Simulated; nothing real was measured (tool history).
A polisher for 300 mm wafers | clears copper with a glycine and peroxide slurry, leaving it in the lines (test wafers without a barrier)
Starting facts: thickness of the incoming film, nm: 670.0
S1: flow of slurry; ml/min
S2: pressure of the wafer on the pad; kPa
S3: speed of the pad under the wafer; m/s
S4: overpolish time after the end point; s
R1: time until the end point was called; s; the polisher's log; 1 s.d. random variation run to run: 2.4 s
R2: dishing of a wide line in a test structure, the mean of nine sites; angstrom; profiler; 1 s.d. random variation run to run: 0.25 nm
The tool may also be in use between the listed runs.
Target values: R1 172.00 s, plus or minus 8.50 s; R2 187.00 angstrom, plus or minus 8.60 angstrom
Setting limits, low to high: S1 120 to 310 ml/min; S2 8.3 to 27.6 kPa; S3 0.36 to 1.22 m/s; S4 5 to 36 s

Run 1, hour 0.0: S1 200 ml/min, S2 17.9 kPa, S3 0.78 m/s, S4 18 s. Result: R1 139.17 s, R2 535.75 angstrom.
Run 2, hour 8.6: S1 185 ml/min, S2 15.9 kPa, S3 0.80 m/s, S4 14 s. Result: R1 151.26 s, R2 399.34 angstrom.
Run 3, hour 15.6: S1 165 ml/min, S2 13.8 kPa, S3 0.86 m/s, S4 11 s. Result: R1 161.24 s, R2 293.79 angstrom.
Run 4, hour 21.9: S1 165 ml/min, S2 13.1 kPa, S3 0.90 m/s, S4 9 s. Result: R1 165.90 s, R2 237.50 angstrom.
Run 5, hour 30.5: S1 165 ml/min, S2 13.1 kPa, S3 0.90 m/s, S4 16 s. Result: R1 165.24 s, R2 409.73 angstrom.
Run 6, hour 33.0: S1 170 ml/min, S2 13.1 kPa, S3 0.88 m/s, S4 13 s. Result: R1 164.97 s, R2 332.00 angstrom.
Run 7, hour 39.8: S1 180 ml/min, S2 12.4 kPa, S3 0.90 m/s, S4 11 s. Result: R1 169.27 s, R2 287.22 angstrom.
Run 8, hour 44.3: S1 175 ml/min, S2 12.4 kPa, S3 0.90 m/s, S4 9 s. Result: R1 170.81 s, R2 236.62 angstrom.
Run 9, hour 53.0: S1 175 ml/min, S2 12.4 kPa, S3 0.90 m/s, S4 9 s. Result: R1 169.29 s, R2 239.78 angstrom.
Run 10, hour 60.1: S1 175 ml/min, S2 12.4 kPa, S3 0.92 m/s, S4 8 s. Result: R1 166.11 s, R2 215.92 angstrom.
Run 11, hour 62.5: S1 175 ml/min, S2 11.7 kPa, S3 0.94 m/s, S4 8 s. Result: R1 171.47 s, R2 209.78 angstrom.
Run 12, hour 63.7: S1 175 ml/min, S2 11.7 kPa, S3 0.96 m/s, S4 8 s. Result: R1 169.23 s, R2 215.96 angstrom.
Run 13, hour 64.7: S1 175 ml/min, S2 11.7 kPa, S3 0.98 m/s, S4 8 s. Result: R1 164.88 s, R2 214.04 angstrom.

Of the 5 settings listed for the next run, only one would bring every result within its allowed miss of target. Which one?
Run A, hour 65.7: S1 170 ml/min, S2 11.0 kPa, S3 1.04 m/s, S4 7 s. Result: R1 ?, R2 ?.
Run B, hour 65.7: S1 120 ml/min, S2 13.1 kPa, S3 0.98 m/s, S4 9 s. Result: R1 ?, R2 ?.
Run C, hour 65.7: S1 150 ml/min, S2 15.9 kPa, S3 0.80 m/s, S4 7 s. Result: R1 ?, R2 ?.
Run D, hour 65.7: S1 180 ml/min, S2 11.0 kPa, S3 1.00 m/s, S4 10 s. Result: R1 ?, R2 ?.
Run E, hour 65.7: S1 185 ml/min, S2 10.3 kPa, S3 1.06 m/s, S4 9 s. Result: R1 ?, R2 ?.

move      R1      R2
   A  169.95  188.75
   B  168.13  242.23
   C  159.20  202.40
   D  172.87  259.34
   E  173.36  234.11
A: hits every target within its allowed miss
B: its largest miss is bigger than the last run's
C: moves toward the targets from the last run without getting all of them in spec
D: its largest miss is bigger than the last run's
E: its largest miss is bigger than the last run's
Move A is the one to make.

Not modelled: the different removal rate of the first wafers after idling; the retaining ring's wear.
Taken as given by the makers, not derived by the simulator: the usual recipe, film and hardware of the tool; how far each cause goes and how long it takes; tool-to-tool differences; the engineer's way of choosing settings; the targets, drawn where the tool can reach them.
